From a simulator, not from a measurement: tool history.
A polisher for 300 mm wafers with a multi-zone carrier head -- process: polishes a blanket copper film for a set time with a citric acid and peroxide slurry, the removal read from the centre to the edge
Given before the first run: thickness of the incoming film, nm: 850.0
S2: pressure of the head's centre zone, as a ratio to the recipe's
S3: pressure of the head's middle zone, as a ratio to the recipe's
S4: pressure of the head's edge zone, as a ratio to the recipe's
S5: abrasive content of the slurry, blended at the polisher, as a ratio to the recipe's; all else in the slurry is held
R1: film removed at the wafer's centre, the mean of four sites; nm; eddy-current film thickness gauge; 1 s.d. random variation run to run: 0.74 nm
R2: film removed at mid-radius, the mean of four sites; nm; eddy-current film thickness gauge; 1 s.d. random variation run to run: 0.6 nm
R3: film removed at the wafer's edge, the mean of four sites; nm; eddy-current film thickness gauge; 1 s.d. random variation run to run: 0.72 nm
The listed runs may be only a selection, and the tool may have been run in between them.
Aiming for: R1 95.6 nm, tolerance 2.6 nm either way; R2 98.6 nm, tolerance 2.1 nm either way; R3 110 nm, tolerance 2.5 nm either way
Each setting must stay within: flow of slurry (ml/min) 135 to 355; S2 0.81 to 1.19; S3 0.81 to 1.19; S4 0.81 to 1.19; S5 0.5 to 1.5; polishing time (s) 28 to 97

Run 1, hour 0: flow of slurry (ml/min) 225, S2 1, S3 1, S4 1, S5 1, polishing time (s) 62. Result: R1 172 nm, R2 175.56 nm, R3 173.65 nm.
Run 2, hour 4: flow of slurry (ml/min) 260, S2 1, S3 1, S4 1, S5 1, polishing time (s) 62. Result: R1 172.29 nm, R2 178.95 nm, R3 173.32 nm.
Run 3, hour 5.5: flow of slurry (ml/min) 245, S2 0.95, S3 0.94, S4 0.96, S5 0.85, polishing time (s) 56. Result: R1 145.2 nm, R2 149.39 nm, R3 150.59 nm.
Run 4, hour 7.1: flow of slurry (ml/min) 245, S2 0.91, S3 0.94, S4 0.96, S5 0.85, polishing time (s) 56. Result: R1 139.76 nm, R2 151.08 nm, R3 149.5 nm.
Run 5, hour 10.8: flow of slurry (ml/min) 245, S2 0.91, S3 0.94, S4 1.01, S5 0.85, polishing time (s) 56. Result: R1 139.2 nm, R2 150.67 nm, R3 154.33 nm.
Run 6, hour 16.5: flow of slurry (ml/min) 225, S2 0.89, S3 0.9, S4 0.98, S5 0.75, polishing time (s) 52. Result: R1 121.93 nm, R2 130.4 nm, R3 137.43 nm.
Run 7, hour 20.7: flow of slurry (ml/min) 205, S2 0.88, S3 0.87, S4 0.95, S5 0.65, polishing time (s) 50. Result: R1 112.45 nm, R2 119.59 nm, R3 127.66 nm.
Run 8, hour 22.2: flow of slurry (ml/min) 190, S2 0.88, S3 0.85, S4 0.94, S5 0.6, polishing time (s) 48. Result: R1 106.61 nm, R2 111.74 nm, R3 119.66 nm.
Run 9, hour 29.6: flow of slurry (ml/min) 180, S2 0.88, S3 0.84, S4 0.94, S5 0.55, polishing time (s) 47. Result: R1 100.46 nm, R2 105.38 nm, R3 115.57 nm.
Run 10, hour 32: flow of slurry (ml/min) 170, S2 0.88, S3 0.83, S4 0.93, S5 0.55, polishing time (s) 47. Result: R1 99.036 nm, R2 103.5 nm, R3 113.81 nm.
Run 11, hour 39.8: flow of slurry (ml/min) 170, S2 0.88, S3 0.83, S4 0.93, S5 0.55, polishing time (s) 47. Result: R1 100.18 nm, R2 103.63 nm, R3 113.19 nm.
Run 12, hour 48.4: flow of slurry (ml/min) 160, S2 0.88, S3 0.82, S4 0.93, S5 0.55, polishing time (s) 47. Result: R1 99.826 nm, R2 102.93 nm, R3 112.71 nm.
Run 13, hour 56.9: flow of slurry (ml/min) 155, S2 0.88, S3 0.82, S4 0.94, S5 0.55, polishing time (s) 47. Result: R1 99.05 nm, R2 100.98 nm, R3 112.62 nm.

4 next moves are on the table. One of them brings every result within its allowed miss. Which?
Run A, hour 65.4: flow of slurry (ml/min) 155, S2 0.88, S3 0.83, S4 0.84, S5 0.5, polishing time (s) 46. Result: R1 ?, R2 ?, R3 ?.
Run B, hour 65.4: flow of slurry (ml/min) 135, S2 0.87, S3 0.81, S4 0.92, S5 0.95, polishing time (s) 43. Result: R1 ?, R2 ?, R3 ?.
Run C, hour 65.4: flow of slurry (ml/min) 175, S2 0.87, S3 0.85, S4 0.94, S5 0.55, polishing time (s) 42. Result: R1 ?, R2 ?, R3 ?.
Run D, hour 65.4: flow of slurry (ml/min) 160, S2 0.91, S3 0.84, S4 0.98, S5 0.55, polishing time (s) 47. Result: R1 ?, R2 ?, R3 ?.

move      R1      R2      R3
   A  95.907  98.355  104.72
   B  94.899  97.175  110.23
   C  89.344  93.922  103.15
   D  103.15  102.97  116.67
A: brings the last run's worst result on target, with another outside its allowed miss
B: each result inside its tolerance
C: takes the biggest miss from the last run beyond its target
D: the biggest miss grows against the last run
B meets every target.

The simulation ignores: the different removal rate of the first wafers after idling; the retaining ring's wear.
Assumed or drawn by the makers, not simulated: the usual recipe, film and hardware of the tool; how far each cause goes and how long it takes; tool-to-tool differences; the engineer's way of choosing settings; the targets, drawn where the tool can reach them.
